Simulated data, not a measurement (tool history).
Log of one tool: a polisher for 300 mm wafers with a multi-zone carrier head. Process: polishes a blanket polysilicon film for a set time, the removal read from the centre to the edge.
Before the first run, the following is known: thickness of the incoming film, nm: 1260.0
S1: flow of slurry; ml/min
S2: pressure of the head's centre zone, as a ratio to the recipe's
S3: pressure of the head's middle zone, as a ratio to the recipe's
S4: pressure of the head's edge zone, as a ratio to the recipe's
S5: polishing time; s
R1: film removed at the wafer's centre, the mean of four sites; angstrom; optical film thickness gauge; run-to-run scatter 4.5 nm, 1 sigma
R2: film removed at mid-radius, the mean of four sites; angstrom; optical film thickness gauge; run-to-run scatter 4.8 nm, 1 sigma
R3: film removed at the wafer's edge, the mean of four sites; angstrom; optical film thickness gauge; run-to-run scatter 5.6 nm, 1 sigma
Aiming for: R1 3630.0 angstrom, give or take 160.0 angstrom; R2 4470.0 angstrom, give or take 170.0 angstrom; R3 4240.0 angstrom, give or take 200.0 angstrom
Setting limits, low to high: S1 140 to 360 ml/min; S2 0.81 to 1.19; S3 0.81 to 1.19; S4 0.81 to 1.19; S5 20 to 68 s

{"run": 1, "hour": 0.0, "S1": 230, "S2": 1.0, "S3": 1.0, "S4": 1.0, "S5": 44, "R1": 4615.7, "R2": 4603.8, "R3": 4677.7}
{"run": 2, "hour": 0.5, "S1": 230, "S2": 1.0, "S3": 1.07, "S4": 1.0, "S5": 44, "R1": 4617.8, "R2": 4860.4, "R3": 4706.2}
{"run": 3, "hour": 1.8, "S1": 200, "S2": 1.0, "S3": 1.07, "S4": 1.0, "S5": 44, "R1": 4581.7, "R2": 4864.3, "R3": 4598.2}
{"run": 4, "hour": 6.2, "S1": 200, "S2": 1.0, "S3": 1.07, "S4": 1.0, "S5": 53, "R1": 5517.9, "R2": 5741.3, "R3": 5472.5}
{"run": 5, "hour": 12.4, "S1": 200, "S2": 1.0, "S3": 1.07, "S4": 1.0, "S5": 58, "R1": 5987.0, "R2": 6241.8, "R3": 6052.3}
{"run": 6, "hour": 18.4, "S1": 195, "S2": 0.96, "S3": 1.06, "S4": 0.99, "S5": 53, "R1": 5340.5, "R2": 5590.7, "R3": 5371.4}
{"run": 7, "hour": 20.7, "S1": 205, "S2": 0.93, "S3": 1.08, "S4": 1.02, "S5": 49, "R1": 4789.5, "R2": 5290.4, "R3": 5153.8}
{"run": 8, "hour": 28.0, "S1": 205, "S2": 0.9, "S3": 1.09, "S4": 1.02, "S5": 46, "R1": 4450.4, "R2": 5147.1, "R3": 4935.1}
{"run": 9, "hour": 34.3, "S1": 205, "S2": 0.88, "S3": 1.09, "S4": 1.02, "S5": 44, "R1": 4237.8, "R2": 4875.2, "R3": 4524.4}
{"run": 10, "hour": 39.8, "S1": 205, "S2": 0.86, "S3": 1.09, "S4": 1.04, "S5": 43, "R1": 3959.1, "R2": 4695.9, "R3": 4606.5}

Exactly one of the 5 candidate moves below puts every result within its allowed miss. Which one?
{"run": "A", "hour": 45.3, "S1": 250, "S2": 0.88, "S3": 0.97, "S4": 1.18, "S5": 44, "R1": "?", "R2": "?", "R3": "?"}
{"run": "B", "hour": 45.3, "S1": 185, "S2": 0.83, "S3": 1.08, "S4": 1.01, "S5": 41, "R1": "?", "R2": "?", "R3": "?"}
{"run": "C", "hour": 45.3, "S1": 230, "S2": 0.98, "S3": 1.0, "S4": 0.95, "S5": 41, "R1": "?", "R2": "?", "R3": "?"}
{"run": "D", "hour": 45.3, "S1": 215, "S2": 0.87, "S3": 1.05, "S4": 1.08, "S5": 42, "R1": "?", "R2": "?", "R3": "?"}
{"run": "E", "hour": 45.3, "S1": 185, "S2": 0.9, "S3": 1.09, "S4": 0.94, "S5": 45, "R1": "?", "R2": "?", "R3": "?"}

move=A R1=4333.6 R2=4567.2 R3=5114.4
move=B R1=3677.2 R2=4477.5 R3=4268.5
move=C R1=4374.7 R2=4322.0 R3=4245.0
move=D R1=4014.0 R2=4575.3 R3=4594.9
move=E R1=4319.3 R2=4952.1 R3=4526.5
A: further off than the last run
B: in spec on every target
C: further off than the last run
D: further off than the last run
E: further off than the last run
The move that meets every target is B.

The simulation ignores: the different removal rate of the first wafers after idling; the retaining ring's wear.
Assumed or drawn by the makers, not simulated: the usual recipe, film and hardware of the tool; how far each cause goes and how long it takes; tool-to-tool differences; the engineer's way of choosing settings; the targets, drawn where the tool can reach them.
